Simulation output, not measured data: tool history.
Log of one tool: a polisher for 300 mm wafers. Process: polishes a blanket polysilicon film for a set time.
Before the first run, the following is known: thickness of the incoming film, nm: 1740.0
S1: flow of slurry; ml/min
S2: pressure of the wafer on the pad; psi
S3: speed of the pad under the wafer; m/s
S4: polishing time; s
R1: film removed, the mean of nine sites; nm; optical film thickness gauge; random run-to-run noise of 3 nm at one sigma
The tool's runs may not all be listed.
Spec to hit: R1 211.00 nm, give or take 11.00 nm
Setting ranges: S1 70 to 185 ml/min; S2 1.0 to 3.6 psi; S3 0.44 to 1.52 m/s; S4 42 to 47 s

| run | hour | S1 | S2 | S3 | S4 | R1 |
|---|---|---|---|---|---|---|
| 1 | 0.0 | 120 | 2.3 | 0.98 | 47 | 316.13 |
| 2 | 4.5 | 120 | 2.3 | 1.10 | 47 | 357.63 |
| 3 | 8.1 | 135 | 2.3 | 1.10 | 47 | 360.43 |
| 4 | 16.7 | 135 | 2.0 | 1.08 | 47 | 330.84 |
| 5 | 21.0 | 135 | 1.7 | 1.04 | 47 | 280.36 |
| 6 | 29.9 | 135 | 2.0 | 1.04 | 47 | 308.65 |
| 7 | 38.1 | 135 | 1.7 | 1.02 | 47 | 270.97 |
| 8 | 38.6 | 135 | 1.7 | 1.02 | 47 | 277.70 |
| 9 | 40.7 | 135 | 1.5 | 1.00 | 47 | 251.92 |
| 10 | 49.6 | 135 | 1.4 | 1.00 | 47 | 236.88 |
|  | 52.9 | slurry nozzle cleaned |
| 11 | 52.9 | 130 | 1.3 | 1.00 | 47 | 245.05 |
| 12 | 56.4 | 130 | 1.2 | 0.98 | 47 | 231.09 |

5 candidate next runs follow, results not yet known. Just one meets every target within its allowed miss. Identify it.
| A | 59.9 | 120 | 1.4 | 0.92 | 47 | ? |
| B | 59.9 | 135 | 1.0 | 0.90 | 45 | ? |
| C | 59.9 | 155 | 1.4 | 0.84 | 44 | ? |
| D | 59.9 | 125 | 1.0 | 1.22 | 45 | ? |
| E | 59.9 | 150 | 1.4 | 0.90 | 47 | ? |

| move | R1 |
|---|---|
| A | 234.67 |
| B | 187.20 |
| C | 211.96 |
| D | 247.48 |
| E | 240.59 |
A: lands further from the targets than the last run did
B: takes the biggest miss from the last run beyond its target
C: every result lands within tolerance
D: lands further from the targets than the last run did
E: lands further from the targets than the last run did
So the answer is move C, the one that meets all the targets.
